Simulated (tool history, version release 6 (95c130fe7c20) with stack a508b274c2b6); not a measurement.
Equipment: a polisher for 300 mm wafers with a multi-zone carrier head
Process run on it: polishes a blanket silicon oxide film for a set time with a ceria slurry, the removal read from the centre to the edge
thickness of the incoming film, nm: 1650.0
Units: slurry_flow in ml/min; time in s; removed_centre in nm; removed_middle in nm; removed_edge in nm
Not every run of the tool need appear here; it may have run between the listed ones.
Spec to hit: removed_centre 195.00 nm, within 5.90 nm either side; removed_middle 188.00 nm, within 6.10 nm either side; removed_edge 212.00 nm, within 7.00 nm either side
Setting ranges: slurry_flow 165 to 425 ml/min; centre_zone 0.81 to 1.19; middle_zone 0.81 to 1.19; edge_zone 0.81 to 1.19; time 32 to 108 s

Run 1, day 0.000: slurry_flow 275 ml/min, centre_zone 1.00, middle_zone 1.00, edge_zone 1.00, time 70 s. Result: removed_centre 241.77 nm, removed_middle 245.10 nm, removed_edge 250.10 nm.
Run 2, day 0.162: slurry_flow 275 ml/min, centre_zone 1.00, middle_zone 1.03, edge_zone 1.00, time 70 s. Result: removed_centre 242.46 nm, removed_middle 253.28 nm, removed_edge 250.49 nm.
Run 3, day 0.362: slurry_flow 275 ml/min, centre_zone 1.00, middle_zone 1.03, edge_zone 1.00, time 79 s. Result: removed_centre 274.50 nm, removed_middle 282.78 nm, removed_edge 281.16 nm.
Run 4, day 0.542: slurry_flow 265 ml/min, centre_zone 0.98, middle_zone 0.97, edge_zone 0.97, time 74 s. Result: removed_centre 252.26 nm, removed_middle 251.42 nm, removed_edge 259.60 nm.
Run 5, day 0.883: slurry_flow 220 ml/min, centre_zone 0.98, middle_zone 0.97, edge_zone 0.97, time 74 s. Result: removed_centre 245.43 nm, removed_middle 247.89 nm, removed_edge 257.53 nm.
Run 6, day 1.071: slurry_flow 220 ml/min, centre_zone 0.96, middle_zone 0.93, edge_zone 0.95, time 70 s. Result: removed_centre 228.50 nm, removed_middle 222.30 nm, removed_edge 236.49 nm.
Run 7, day 1.233: slurry_flow 215 ml/min, centre_zone 0.92, middle_zone 0.90, edge_zone 0.93, time 69 s. Result: removed_centre 220.41 nm, removed_middle 211.34 nm, removed_edge 233.74 nm.
Run 8, day 1.388: slurry_flow 210 ml/min, centre_zone 0.90, middle_zone 0.89, edge_zone 0.91, time 68 s. Result: removed_centre 215.77 nm, removed_middle 209.02 nm, removed_edge 227.22 nm.
Run 9, day 1.600: slurry_flow 205 ml/min, centre_zone 0.88, middle_zone 0.87, edge_zone 0.90, time 67 s. Result: removed_centre 204.59 nm, removed_middle 201.99 nm, removed_edge 220.09 nm.
Run 10, day 1.650: slurry_flow 200 ml/min, centre_zone 0.87, middle_zone 0.85, edge_zone 0.89, time 67 s. Result: removed_centre 201.28 nm, removed_middle 196.93 nm, removed_edge 225.00 nm.

Below are 4 possible settings for the next run. Only one of them brings all results inside the allowed miss of their targets. Which is it?
Run A, day 1.700: slurry_flow 175 ml/min, centre_zone 0.88, middle_zone 0.84, edge_zone 0.85, time 66 s. Result: removed_centre ?, removed_middle ?, removed_edge ?.
Run B, day 1.700: slurry_flow 190 ml/min, centre_zone 0.89, middle_zone 0.86, edge_zone 0.96, time 71 s. Result: removed_centre ?, removed_middle ?, removed_edge ?.
Run C, day 1.700: slurry_flow 185 ml/min, centre_zone 0.93, middle_zone 0.83, edge_zone 0.83, time 63 s. Result: removed_centre ?, removed_middle ?, removed_edge ?.
Run D, day 1.700: slurry_flow 205 ml/min, centre_zone 0.87, middle_zone 0.82, edge_zone 0.92, time 71 s. Result: removed_centre ?, removed_middle ?, removed_edge ?.

move  removed_centre  removed_middle  removed_edge
   A          197.64          190.81        212.18
   B          217.65          212.08        243.73
   C          198.43          182.01        201.80
   D          216.81          206.35        241.09
A: hits every target within its allowed miss
B: misses by more than the last run did
C: the result that was furthest off in the last run now lies on the other side of its target
D: misses by more than the last run did
Answer: A
